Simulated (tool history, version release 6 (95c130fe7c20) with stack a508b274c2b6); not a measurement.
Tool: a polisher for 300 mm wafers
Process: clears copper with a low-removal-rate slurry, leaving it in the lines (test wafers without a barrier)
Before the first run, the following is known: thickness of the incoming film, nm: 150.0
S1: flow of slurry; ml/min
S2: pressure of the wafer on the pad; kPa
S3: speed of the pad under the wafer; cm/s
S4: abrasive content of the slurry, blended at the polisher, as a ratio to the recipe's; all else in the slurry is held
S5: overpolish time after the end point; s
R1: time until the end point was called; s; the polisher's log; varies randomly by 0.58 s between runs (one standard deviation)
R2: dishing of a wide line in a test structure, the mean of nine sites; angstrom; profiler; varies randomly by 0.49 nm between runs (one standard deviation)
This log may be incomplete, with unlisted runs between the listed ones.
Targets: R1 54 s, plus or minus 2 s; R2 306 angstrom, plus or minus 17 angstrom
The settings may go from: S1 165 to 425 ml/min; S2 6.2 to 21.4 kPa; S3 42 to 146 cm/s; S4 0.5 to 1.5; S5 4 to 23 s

run	day	S1	S2	S3	S4	S5	R1	R2
1	0	275	13.8	94	1	12	82.605	160.49
2	0.062	275	13.8	102	1	12	76.465	166.89
3	0.158	215	13.8	102	1	12	78.086	167.31
4	0.196	215	13.8	102	1	15	76.495	202.9
5	0.521	255	13.8	102	1	15	76.035	209.21
6	0.888	255	15.2	102	1	15	68.22	229.03
# day 1.183: slurry blender recalibrated
7	1.183	255	15.9	102	1	15	64.572	246.86
8	1.408	255	16.5	102	1	15	60.892	263.55
9	1.608	255	17.2	102	1	15	59.457	257.19
10	1.746	260	17.9	102	1	15	57.462	277.98
11	2.017	265	18.6	102	1	15	55.971	294.41

Below are 4 possible settings for the next run. Only one of them brings all results inside the allowed miss of their targets. Which is it?
A	2.288	205	19.3	110	0.7	14	?	?
B	2.288	260	18.6	96	1	15	?	?
C	2.288	260	16.5	100	1.05	16	?	?
D	2.288	250	18.6	104	1	16	?	?

move	R1	R2
A	53.266	275.34
B	57.718	272.16
C	61.727	270.33
D	53.647	308.47
A: gets the furthest-off result to its target, but another result is out of tolerance
B: its largest miss is bigger than the last run's
C: its largest miss is bigger than the last run's
D: hits every target within its allowed miss
D is the move that brings every result within its allowed miss.
